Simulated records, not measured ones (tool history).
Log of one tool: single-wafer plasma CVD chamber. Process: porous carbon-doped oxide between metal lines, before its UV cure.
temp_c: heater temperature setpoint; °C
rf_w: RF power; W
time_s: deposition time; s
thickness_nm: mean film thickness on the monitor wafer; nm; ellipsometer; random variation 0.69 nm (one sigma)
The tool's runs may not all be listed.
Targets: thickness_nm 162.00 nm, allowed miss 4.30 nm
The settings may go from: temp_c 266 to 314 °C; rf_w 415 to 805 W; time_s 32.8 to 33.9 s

run,hour,temp_c,rf_w,time_s,thickness_nm
1,0.0,290,610,32.8,216.13
2,2.9,294,580,32.8,202.44
3,6.0,294,580,33.9,207.03
4,12.4,294,540,33.9,192.65
5,20.9,294,540,33.9,194.70
6,29.2,294,540,33.9,194.11
7,37.7,297,530,33.9,187.83
8,39.9,299,520,33.9,181.45
9,47.1,301,515,33.9,177.60
10,52.1,303,515,33.9,176.51
11,58.0,304,510,33.9,174.00
12,62.0,305,505,33.9,172.12
13,64.2,306,500,33.9,168.16

4 next moves are on the table. One of them brings every result within its allowed miss. Which?
A,66.4,290,465,32.8,?
B,66.4,308,470,33.4,?
C,66.4,298,505,33.9,?
D,66.4,308,480,32.8,?

move,thickness_nm
A,161.84
B,152.57
C,178.82
D,154.20
A: meets every target
B: takes the result that was furthest off past its target
C: further off than the last run
D: takes the result that was furthest off past its target
Answer: A
